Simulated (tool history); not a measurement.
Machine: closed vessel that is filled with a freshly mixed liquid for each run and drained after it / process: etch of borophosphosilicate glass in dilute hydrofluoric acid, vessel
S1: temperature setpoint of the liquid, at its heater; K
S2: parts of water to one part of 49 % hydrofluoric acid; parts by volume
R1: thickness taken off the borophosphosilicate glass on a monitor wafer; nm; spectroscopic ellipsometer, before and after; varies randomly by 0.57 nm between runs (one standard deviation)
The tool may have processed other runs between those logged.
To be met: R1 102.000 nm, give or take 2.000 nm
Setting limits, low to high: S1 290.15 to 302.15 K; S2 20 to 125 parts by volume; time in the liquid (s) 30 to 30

{"run": 1, "hour": 0.0, "S1": 294.15, "S2": 70, "time in the liquid (s)": 30, "R1": 35.777}
{"run": 2, "hour": 6.0, "S1": 294.15, "S2": 70, "time in the liquid (s)": 30, "R1": 35.961}
{"run": 3, "hour": 9.2, "S1": 296.65, "S2": 55, "time in the liquid (s)": 30, "R1": 51.665}
{"run": 4, "hour": 10.4, "S1": 296.65, "S2": 35, "time in the liquid (s)": 30, "R1": 83.438}
{"run": 5, "hour": 13.9, "S1": 296.65, "S2": 35, "time in the liquid (s)": 30, "R1": 82.553}
{"run": 6, "hour": 20.3, "S1": 296.65, "S2": 35, "time in the liquid (s)": 30, "R1": 82.88}
{"run": 7, "hour": 28.4, "S1": 298.15, "S2": 35, "time in the liquid (s)": 30, "R1": 88.218}
{"run": 8, "hour": 31.0, "S1": 299.15, "S2": 35, "time in the liquid (s)": 30, "R1": 92.258}
{"run": 9, "hour": 38.8, "S1": 299.65, "S2": 35, "time in the liquid (s)": 30, "R1": 94.744}
{"run": 10, "hour": 46.4, "S1": 300.15, "S2": 35, "time in the liquid (s)": 30, "R1": 95.7}
{"run": 11, "hour": 48.8, "S1": 300.65, "S2": 35, "time in the liquid (s)": 30, "R1": 97.315}

Exactly one of the 5 candidate moves below puts every result within its allowed miss. Which one?
{"run": "A", "hour": 51.2, "S1": 298.65, "S2": 35, "time in the liquid (s)": 30, "R1": "?"}
{"run": "B", "hour": 51.2, "S1": 299.15, "S2": 35, "time in the liquid (s)": 30, "R1": "?"}
{"run": "C", "hour": 51.2, "S1": 296.65, "S2": 30, "time in the liquid (s)": 30, "R1": "?"}
{"run": "D", "hour": 51.2, "S1": 300.15, "S2": 35, "time in the liquid (s)": 30, "R1": "?"}
{"run": "E", "hour": 51.2, "S1": 301.65, "S2": 35, "time in the liquid (s)": 30, "R1": "?"}

move=A R1=91.317
move=B R1=93.214
move=C R1=98.703
move=D R1=97.104
move=E R1=103.190
A: its largest miss is bigger than the last run's
B: its largest miss is bigger than the last run's
C: closer than the last run, but not yet in spec
D: as far off as the last run
E: hits every target within its allowed miss
Correct choice: E, which meets every target

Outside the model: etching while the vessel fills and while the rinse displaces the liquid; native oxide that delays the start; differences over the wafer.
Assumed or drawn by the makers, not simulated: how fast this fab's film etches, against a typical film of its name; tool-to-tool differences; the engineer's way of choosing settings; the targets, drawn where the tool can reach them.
